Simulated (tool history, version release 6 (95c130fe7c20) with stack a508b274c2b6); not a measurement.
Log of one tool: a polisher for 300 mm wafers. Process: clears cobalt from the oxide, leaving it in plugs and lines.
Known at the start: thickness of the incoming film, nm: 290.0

| run | hour | flow of slurry (ml/min) | pressure of the wafer on the pad (psi) | speed of the pad under the wafer (m/s) | overpolish time after the end point (s) | time until the end point was called (s) | dishing of a wide line in a test structure (nm) |
|---|---|---|---|---|---|---|---|
| 1 | 0.0 | 235 | 2.0 | 0.80 | 27 | 84.361 | 53.230 |
| 2 | 7.3 | 235 | 1.6 | 0.80 | 27 | 102.460 | 48.767 |
| 3 | 11.4 | 235 | 1.6 | 0.80 | 24 | 104.550 | 44.354 |
| 4 | 18.1 | 235 | 1.6 | 0.82 | 22 | 101.670 | 44.974 |
| 5 | 21.1 | 245 | 1.6 | 0.82 | 20 | 101.980 | 40.474 |
| 6 | 22.2 | 250 | 1.6 | 0.82 | 18 | 100.600 | 39.276 |
| 7 | 23.2 | 260 | 1.6 | 0.82 | 17 | 102.930 | 38.213 |
| 8 | 26.7 | 275 | 1.6 | 0.82 | 16 | 102.090 | 36.633 |
| 9 | 28.2 | 280 | 1.6 | 0.82 | 15 | 101.530 | 36.123 |
| 10 | 32.3 | 290 | 1.6 | 0.82 | 14 | 100.140 | 32.702 |

The next listed run, before its measurement:
| 11 | 38.2 | 295 | 1.6 | 0.82 | 14 | ? | ? |

time until the end point was called (s): 102.050
dishing of a wide line in a test structure (nm): 33.036
